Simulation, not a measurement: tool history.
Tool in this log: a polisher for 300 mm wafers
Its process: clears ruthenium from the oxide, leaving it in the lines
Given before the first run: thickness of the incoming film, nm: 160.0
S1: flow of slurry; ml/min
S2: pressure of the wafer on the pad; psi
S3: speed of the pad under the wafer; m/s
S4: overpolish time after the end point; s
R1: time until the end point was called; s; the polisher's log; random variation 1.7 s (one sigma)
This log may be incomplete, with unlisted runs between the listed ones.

| run | hour | S1 | S2 | S3 | S4 | R1 |
|---|---|---|---|---|---|---|
| 1 | 0.0 | 320 | 1.7 | 1.28 | 3 | 136.42 |
| 2 | 6.9 | 320 | 1.6 | 1.28 | 3 | 142.23 |
| 3 | 9.6 | 320 | 1.5 | 1.28 | 3 | 147.48 |
| 4 | 17.6 | 320 | 1.4 | 1.28 | 3 | 156.16 |
| 5 | 26.4 | 245 | 1.4 | 1.28 | 3 | 161.03 |
| 6 | 27.9 | 245 | 1.7 | 1.28 | 3 | 139.03 |
| 7 | 31.7 | 245 | 1.5 | 1.28 | 3 | 155.32 |
| 8 | 34.1 | 240 | 1.4 | 1.28 | 3 | 161.60 |
| 9 | 41.3 | 240 | 1.4 | 1.28 | 3 | 160.32 |
| 10 | 45.6 | 240 | 1.3 | 1.28 | 3 | 171.46 |

Run 11 has not been measured yet. What should we expect?
| 11 | 48.3 | 240 | 1.2 | 1.28 | 3 | ? |

R1: 184.17 s
